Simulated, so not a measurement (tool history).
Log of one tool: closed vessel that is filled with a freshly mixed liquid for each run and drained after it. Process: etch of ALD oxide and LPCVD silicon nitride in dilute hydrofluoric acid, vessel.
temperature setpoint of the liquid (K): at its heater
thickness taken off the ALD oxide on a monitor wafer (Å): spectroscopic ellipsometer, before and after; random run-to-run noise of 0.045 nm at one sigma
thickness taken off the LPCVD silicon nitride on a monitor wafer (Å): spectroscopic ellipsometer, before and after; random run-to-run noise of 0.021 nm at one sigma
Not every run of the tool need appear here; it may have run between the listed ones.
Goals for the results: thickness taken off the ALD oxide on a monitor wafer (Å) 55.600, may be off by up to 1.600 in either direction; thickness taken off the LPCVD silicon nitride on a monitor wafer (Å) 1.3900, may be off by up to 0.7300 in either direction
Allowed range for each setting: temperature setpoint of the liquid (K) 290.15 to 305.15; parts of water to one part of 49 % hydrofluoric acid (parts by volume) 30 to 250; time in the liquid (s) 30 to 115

run  hour  temperature setpoint of the liquid (K)  parts of water to one part of 49 % hydrofluoric acid (parts by volume)  time in the liquid (s)  thickness taken off the ALD oxide on a monitor wafer (Å)  thickness taken off the LPCVD silicon nitride on a monitor wafer (Å)
  1   0.0                                  297.15                                                                     140                      60                                                    88.829                                                                1.8544
  2   5.1                                  296.15                                                                     145                      60                                                    83.013                                                                2.6024
  3  10.6                                  296.65                                                                     155                      60                                                    76.024                                                                1.4561
  4  12.5                                  296.65                                                                     115                      60                                                   109.350                                                                2.1909
  5  20.2                                  296.15                                                                     125                      60                                                    98.424                                                                2.5911
  6  24.1                                  297.65                                                                     125                      60                                                   103.380                                                                2.2949
  7  28.8                                  296.65                                                                     135                      60                                                    90.694                                                                2.1573
  8  31.8                                  296.15                                                                     145                      60                                                    81.818                                                                2.1464
  9  36.9                                  296.15                                                                     150                      60                                                    77.927                                                                1.4347
     42.7  -- hydrofluoric acid flow meter replaced
 10  42.7                                  295.15                                                                     150                      60                                                    70.500                                                                1.7273
 11  51.4                                  294.65                                                                     150                      60                                                    69.179                                                                1.8602

Consider the 4 candidate settings below. Which is the only one whose results all fall within their allowed miss of target?
  A  60.1                                  290.15                                                                     185                      75                                                         ?                                                                     ?
  B  60.1                                  291.15                                                                     155                      55                                                         ?                                                                     ?
  C  60.1                                  293.15                                                                     180                      60                                                         ?                                                                     ?
  D  60.1                                  291.65                                                                     170                      60                                                         ?                                                                     ?

move  thickness taken off the ALD oxide on a monitor wafer (Å)  thickness taken off the LPCVD silicon nitride on a monitor wafer (Å)
   A                                                    56.589                                                                1.2604
   B                                                    53.072                                                                1.1729
   C                                                    52.658                                                                1.2656
   D                                                    53.072                                                                1.2104
A: all results land within tolerance of their targets
B: carries the result that was furthest off beyond its target, to the other side
C: carries the result that was furthest off beyond its target, to the other side
D: carries the result that was furthest off beyond its target, to the other side
The right move is A.

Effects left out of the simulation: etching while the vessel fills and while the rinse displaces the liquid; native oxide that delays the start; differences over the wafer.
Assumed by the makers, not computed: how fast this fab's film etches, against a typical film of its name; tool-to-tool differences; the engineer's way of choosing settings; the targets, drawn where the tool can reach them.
